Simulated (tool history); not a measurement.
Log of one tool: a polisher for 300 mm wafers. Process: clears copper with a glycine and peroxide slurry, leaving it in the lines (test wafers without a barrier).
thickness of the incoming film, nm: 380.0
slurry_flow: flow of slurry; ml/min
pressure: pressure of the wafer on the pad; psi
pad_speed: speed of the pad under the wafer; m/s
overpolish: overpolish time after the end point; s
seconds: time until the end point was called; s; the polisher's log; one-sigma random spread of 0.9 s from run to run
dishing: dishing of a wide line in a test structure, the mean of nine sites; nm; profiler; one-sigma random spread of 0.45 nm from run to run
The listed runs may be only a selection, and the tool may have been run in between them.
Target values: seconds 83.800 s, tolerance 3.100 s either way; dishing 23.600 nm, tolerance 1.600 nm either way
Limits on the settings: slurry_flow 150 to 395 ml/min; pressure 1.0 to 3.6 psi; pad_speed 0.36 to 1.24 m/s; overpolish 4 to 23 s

run	hour	slurry_flow	pressure	pad_speed	overpolish	seconds	dishing
1	0.0	250	2.3	0.80	12	98.651	22.930
2	2.0	250	2.4	0.80	12	94.188	23.195
3	8.7	250	2.1	0.80	12	105.650	22.365
4	13.6	250	2.1	0.80	14	106.380	24.147
5	17.7	250	2.1	0.60	14	125.380	22.224
6	25.3	250	2.3	0.60	14	115.760	23.667
7	30.0	255	2.9	0.64	8	95.208	19.162
8	35.0	255	3.0	0.64	9	91.359	21.491
9	36.5	255	3.1	0.64	9	89.987	21.429
10	37.7	255	3.2	0.64	10	88.000	22.109

5 candidate next runs follow, results not yet known. Just one meets every target within its allowed miss. Identify it.
A	38.9	260	3.0	0.64	11	?	?
B	38.9	260	3.3	0.56	17	?	?
C	38.9	285	3.6	0.52	15	?	?
D	38.9	285	3.1	0.62	12	?	?
E	38.9	210	3.3	0.70	11	?	?

move	seconds	dishing
A	92.887	21.988
B	93.476	26.614
C	90.483	25.770
D	91.529	23.145
E	83.380	23.009
A: its largest miss is bigger than the last run's
B: its largest miss is bigger than the last run's
C: its largest miss is bigger than the last run's
D: its largest miss is bigger than the last run's
E: each result inside its tolerance
Move E is the one to make.
